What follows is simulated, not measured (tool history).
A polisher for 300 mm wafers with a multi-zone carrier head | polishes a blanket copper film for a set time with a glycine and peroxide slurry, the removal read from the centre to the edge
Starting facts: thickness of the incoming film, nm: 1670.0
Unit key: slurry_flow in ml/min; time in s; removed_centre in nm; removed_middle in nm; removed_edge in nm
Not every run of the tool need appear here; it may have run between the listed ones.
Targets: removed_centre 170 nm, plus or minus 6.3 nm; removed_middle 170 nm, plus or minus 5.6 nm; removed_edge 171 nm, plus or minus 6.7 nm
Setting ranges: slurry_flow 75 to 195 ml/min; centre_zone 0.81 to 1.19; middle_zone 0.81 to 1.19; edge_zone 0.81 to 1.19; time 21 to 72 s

run	hour	slurry_flow	centre_zone	middle_zone	edge_zone	time	removed_centre	removed_middle	removed_edge
1	0	125	1	1	1	46	196.05	194.09	199.09
2	5.3	115	0.99	0.99	0.97	46	189.04	183.67	194.24
3	6.8	115	1.07	0.99	0.97	46	204.81	188.05	197.18
4	8	115	1.07	0.99	0.97	57	249.02	236.73	241.33
5	12.6	115	1.12	0.99	0.97	57	266.04	229	242.2
6	16	115	1.07	0.99	0.97	57	250.6	232.47	238.76
7	21.8	95	0.97	0.89	0.87	44	172.89	156.81	172.63
8	27.9	110	0.93	0.98	0.84	44	165.37	175.49	171.17

Next run, 4 choices. One meets every target within its allowed miss, the rest don't. Which?
A	34	95	0.89	0.97	0.85	45	?	?	?
B	34	120	0.93	1.03	0.81	43	?	?	?
C	34	110	0.94	0.94	0.81	44	?	?	?
D	34	100	0.86	1.07	0.88	46	?	?	?

move	removed_centre	removed_middle	removed_edge
A	157.48	171.18	173.19
B	166.8	181.02	167.64
C	168.91	168.42	169.61
D	157.75	192.42	181.04
A: meets the target for the result that was furthest off, but another lies outside its allowed miss
B: misses by more than the last run did
C: each result inside its tolerance
D: misses by more than the last run did
Go with C: it meets all targets.

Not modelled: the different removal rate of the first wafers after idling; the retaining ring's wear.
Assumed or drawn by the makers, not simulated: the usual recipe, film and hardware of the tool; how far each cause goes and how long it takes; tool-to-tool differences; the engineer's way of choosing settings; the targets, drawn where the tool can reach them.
